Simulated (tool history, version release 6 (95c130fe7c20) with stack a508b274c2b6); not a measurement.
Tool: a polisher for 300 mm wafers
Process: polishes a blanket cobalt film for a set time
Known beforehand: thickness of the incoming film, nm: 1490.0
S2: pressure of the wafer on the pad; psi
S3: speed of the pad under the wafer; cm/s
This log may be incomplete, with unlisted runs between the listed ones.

{"run": 1, "day": 0.0, "flow of slurry (ml/min)": 285, "S2": 1.5, "S3": 126, "polishing time (s)": 24, "film removed (nm)": 111.2}
{"run": 2, "day": 0.338, "flow of slurry (ml/min)": 320, "S2": 1.5, "S3": 126, "polishing time (s)": 24, "film removed (nm)": 110.68}
{"run": 3, "day": 0.542, "flow of slurry (ml/min)": 275, "S2": 1.5, "S3": 126, "polishing time (s)": 24, "film removed (nm)": 110.71}
{"run": 4, "day": 0.796, "flow of slurry (ml/min)": 275, "S2": 1.5, "S3": 126, "polishing time (s)": 24, "film removed (nm)": 111.18}
{"run": 5, "day": 1.008, "flow of slurry (ml/min)": 275, "S2": 1.7, "S3": 126, "polishing time (s)": 24, "film removed (nm)": 123.53}
{"run": 6, "day": 1.117, "flow of slurry (ml/min)": 275, "S2": 1.7, "S3": 126, "polishing time (s)": 24, "film removed (nm)": 125.86}

What does the tool deliver on the next run?
{"run": 7, "day": 1.158, "flow of slurry (ml/min)": 275, "S2": 1.8, "S3": 126, "polishing time (s)": 24, "film removed (nm)": "?"}

film removed (nm): 132.06
